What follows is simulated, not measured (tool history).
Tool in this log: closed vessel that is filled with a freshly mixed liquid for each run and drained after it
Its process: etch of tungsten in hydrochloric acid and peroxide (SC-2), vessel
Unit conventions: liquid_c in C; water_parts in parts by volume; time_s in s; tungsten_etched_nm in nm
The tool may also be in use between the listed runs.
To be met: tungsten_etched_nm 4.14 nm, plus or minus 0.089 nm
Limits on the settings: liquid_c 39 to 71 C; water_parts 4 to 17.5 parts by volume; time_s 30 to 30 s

run 1 hour=0 | liquid_c=55 water_parts=9.5 time_s=30 | tungsten_etched_nm=8.5622
run 2 hour=8.8 | liquid_c=55 water_parts=7.5 time_s=30 | tungsten_etched_nm=10.343
run 3 hour=16.3 | liquid_c=51 water_parts=7.5 time_s=30 | tungsten_etched_nm=7.8912
run 4 hour=18.2 | liquid_c=48 water_parts=7.5 time_s=30 | tungsten_etched_nm=6.4738
run 5 hour=26.8 | liquid_c=41 water_parts=7.5 time_s=30 | tungsten_etched_nm=4.0097
run 6 hour=30.1 | liquid_c=43.5 water_parts=7.5 time_s=30 | tungsten_etched_nm=4.751
run 7 hour=33.7 | liquid_c=43 water_parts=7.5 time_s=30 | tungsten_etched_nm=4.6148
run 8 hour=37.4 | liquid_c=42.5 water_parts=7.5 time_s=30 | tungsten_etched_nm=4.4282

Next run, 5 choices. One meets every target within its allowed miss, the rest don't. Which?
run A hour=41.1 | liquid_c=43 water_parts=7.5 time_s=30 | tungsten_etched_nm=?
run B hour=41.1 | liquid_c=47 water_parts=10 time_s=30 | tungsten_etched_nm=?
run C hour=41.1 | liquid_c=44.5 water_parts=8.5 time_s=30 | tungsten_etched_nm=?
run D hour=41.1 | liquid_c=43.5 water_parts=9 time_s=30 | tungsten_etched_nm=?
run E hour=41.1 | liquid_c=40 water_parts=5.5 time_s=30 | tungsten_etched_nm=?

move=A tungsten_etched_nm=4.5875
move=B tungsten_etched_nm=4.7821
move=C tungsten_etched_nm=4.6055
move=D tungsten_etched_nm=4.1021
move=E tungsten_etched_nm=4.7055
A: misses by more than the last run did
B: misses by more than the last run did
C: misses by more than the last run did
D: in spec on every target
E: misses by more than the last run did
The move that meets every target is D.

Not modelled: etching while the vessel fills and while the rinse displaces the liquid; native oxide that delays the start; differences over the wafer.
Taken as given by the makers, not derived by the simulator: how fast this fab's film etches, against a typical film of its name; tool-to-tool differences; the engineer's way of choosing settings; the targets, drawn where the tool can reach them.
